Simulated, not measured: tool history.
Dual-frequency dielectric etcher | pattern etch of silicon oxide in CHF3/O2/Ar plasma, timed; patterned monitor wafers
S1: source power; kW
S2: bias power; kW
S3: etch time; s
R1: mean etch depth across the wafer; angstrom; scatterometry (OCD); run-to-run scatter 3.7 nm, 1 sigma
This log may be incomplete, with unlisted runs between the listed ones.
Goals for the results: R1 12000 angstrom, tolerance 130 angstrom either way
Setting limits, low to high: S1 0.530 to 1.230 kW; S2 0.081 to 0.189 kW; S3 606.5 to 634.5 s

{"run": 1, "hour": 0.0, "S1": 0.88, "S2": 0.135, "S3": 606.5, "R1": 13116}
{"run": 2, "hour": 5.0, "S1": 0.88, "S2": 0.135, "S3": 606.5, "R1": 13091}
{"run": 3, "hour": 6.2, "S1": 0.84, "S2": 0.135, "S3": 606.5, "R1": 12793}
{"run": 4, "hour": 13.0, "S1": 0.9, "S2": 0.135, "S3": 606.5, "R1": 13158}
{"run": 5, "hour": 22.0, "S1": 0.9, "S2": 0.112, "S3": 606.5, "R1": 12733}
{"run": 6, "hour": 27.8, "S1": 0.88, "S2": 0.112, "S3": 606.5, "R1": 12692}
{"run": 7, "hour": 34.8, "S1": 0.86, "S2": 0.112, "S3": 606.5, "R1": 12485}
{"run": 8, "hour": 39.2, "S1": 0.84, "S2": 0.112, "S3": 606.5, "R1": 12378}
{"run": 9, "hour": 47.3, "S1": 0.83, "S2": 0.112, "S3": 606.5, "R1": 12361}
{"run": 10, "hour": 48.9, "S1": 0.75, "S2": 0.111, "S3": 606.5, "R1": 11698}
{"run": 11, "hour": 51.3, "S1": 0.76, "S2": 0.111, "S3": 606.5, "R1": 11852}
{"run": 12, "hour": 57.9, "S1": 0.77, "S2": 0.111, "S3": 606.5, "R1": 11852}

Which single option among these 5 for the next run brings every result within its allowed miss of target? Just one does.
{"run": "A", "hour": 64.5, "S1": 0.71, "S2": 0.099, "S3": 634.5, "R1": "?"}
{"run": "B", "hour": 64.5, "S1": 0.75, "S2": 0.108, "S3": 621.0, "R1": "?"}
{"run": "C", "hour": 64.5, "S1": 0.72, "S2": 0.15, "S3": 613.0, "R1": "?"}
{"run": "D", "hour": 64.5, "S1": 0.72, "S2": 0.116, "S3": 610.0, "R1": "?"}
{"run": "E", "hour": 64.5, "S1": 0.79, "S2": 0.126, "S3": 611.5, "R1": "?"}

move=A R1=11702
move=B R1=11929
move=C R1=12283
move=D R1=11636
move=E R1=12372
A: its largest miss is bigger than the last run's
B: each result inside its tolerance
C: moves the result that the last run missed by most past its target, out the other side
D: its largest miss is bigger than the last run's
E: moves the result that the last run missed by most past its target, out the other side
B is the move that brings every result within its allowed miss.

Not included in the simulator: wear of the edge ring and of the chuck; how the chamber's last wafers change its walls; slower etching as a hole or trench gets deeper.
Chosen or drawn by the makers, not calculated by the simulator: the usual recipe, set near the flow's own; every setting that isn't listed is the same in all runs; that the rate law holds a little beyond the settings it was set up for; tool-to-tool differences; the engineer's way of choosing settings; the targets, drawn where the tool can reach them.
